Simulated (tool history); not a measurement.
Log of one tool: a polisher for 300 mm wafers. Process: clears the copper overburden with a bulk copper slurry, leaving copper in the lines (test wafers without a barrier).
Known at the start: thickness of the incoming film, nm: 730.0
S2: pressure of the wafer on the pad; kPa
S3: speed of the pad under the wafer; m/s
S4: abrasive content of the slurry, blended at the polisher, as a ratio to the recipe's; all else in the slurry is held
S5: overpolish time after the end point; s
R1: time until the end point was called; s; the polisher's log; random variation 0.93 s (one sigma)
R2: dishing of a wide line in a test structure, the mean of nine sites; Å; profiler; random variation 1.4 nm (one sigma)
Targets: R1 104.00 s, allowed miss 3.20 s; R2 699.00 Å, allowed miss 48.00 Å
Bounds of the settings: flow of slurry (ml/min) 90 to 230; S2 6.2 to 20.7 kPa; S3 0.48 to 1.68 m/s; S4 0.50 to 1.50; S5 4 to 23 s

Run 1, hour 0.0: flow of slurry (ml/min) 150, S2 13.1 kPa, S3 1.08 m/s, S4 1.00, S5 12 s. Result: R1 105.97 s, R2 488.89 Å.
Run 2, hour 2.7: flow of slurry (ml/min) 150, S2 13.1 kPa, S3 1.08 m/s, S4 1.00, S5 13 s. Result: R1 108.71 s, R2 512.50 Å.
Run 3, hour 8.7: flow of slurry (ml/min) 150, S2 10.3 kPa, S3 1.08 m/s, S4 1.00, S5 13 s. Result: R1 134.90 s, R2 439.34 Å.
Run 4, hour 9.3: flow of slurry (ml/min) 150, S2 10.3 kPa, S3 1.08 m/s, S4 0.90, S5 13 s. Result: R1 138.52 s, R2 414.30 Å.
Run 5, hour 14.3: flow of slurry (ml/min) 150, S2 10.3 kPa, S3 1.08 m/s, S4 0.70, S5 13 s. Result: R1 148.55 s, R2 391.08 Å.
Run 6, hour 16.0: flow of slurry (ml/min) 155, S2 11.0 kPa, S3 1.08 m/s, S4 0.70, S5 14 s. Result: R1 139.03 s, R2 457.62 Å.
Run 7, hour 22.7: flow of slurry (ml/min) 160, S2 11.7 kPa, S3 1.08 m/s, S4 0.70, S5 14 s. Result: R1 128.06 s, R2 474.84 Å.
Run 8, hour 29.1: flow of slurry (ml/min) 170, S2 11.7 kPa, S3 1.08 m/s, S4 0.70, S5 15 s. Result: R1 128.04 s, R2 493.35 Å.
Run 9, hour 36.2: flow of slurry (ml/min) 175, S2 12.4 kPa, S3 1.08 m/s, S4 0.70, S5 16 s. Result: R1 120.77 s, R2 564.60 Å.
Run 10, hour 39.6: flow of slurry (ml/min) 180, S2 12.4 kPa, S3 1.08 m/s, S4 0.70, S5 16 s. Result: R1 121.06 s, R2 555.21 Å.
Run 11, hour 41.6: flow of slurry (ml/min) 180, S2 13.1 kPa, S3 1.08 m/s, S4 0.70, S5 16 s. Result: R1 114.91 s, R2 583.80 Å.
Run 12, hour 49.3: flow of slurry (ml/min) 185, S2 13.8 kPa, S3 1.08 m/s, S4 0.70, S5 17 s. Result: R1 109.38 s, R2 611.61 Å.

Which of these 4 next moves meets every target?
Run A, hour 57.0: flow of slurry (ml/min) 210, S2 13.8 kPa, S3 1.08 m/s, S4 0.55, S5 12 s. Result: R1 ?, R2 ?.
Run B, hour 57.0: flow of slurry (ml/min) 230, S2 17.2 kPa, S3 0.80 m/s, S4 0.75, S5 23 s. Result: R1 ?, R2 ?.
Run C, hour 57.0: flow of slurry (ml/min) 190, S2 12.4 kPa, S3 1.08 m/s, S4 0.70, S5 13 s. Result: R1 ?, R2 ?.
Run D, hour 57.0: flow of slurry (ml/min) 155, S2 16.5 kPa, S3 1.00 m/s, S4 0.60, S5 18 s. Result: R1 ?, R2 ?.

move      R1      R2
   A  115.27  462.85
   B  111.64  774.23
   C  120.28  470.66
   D  105.94  677.91
A: further off than the last run
B: takes the result that was furthest off past its target
C: further off than the last run
D: meets every target
Answer: D
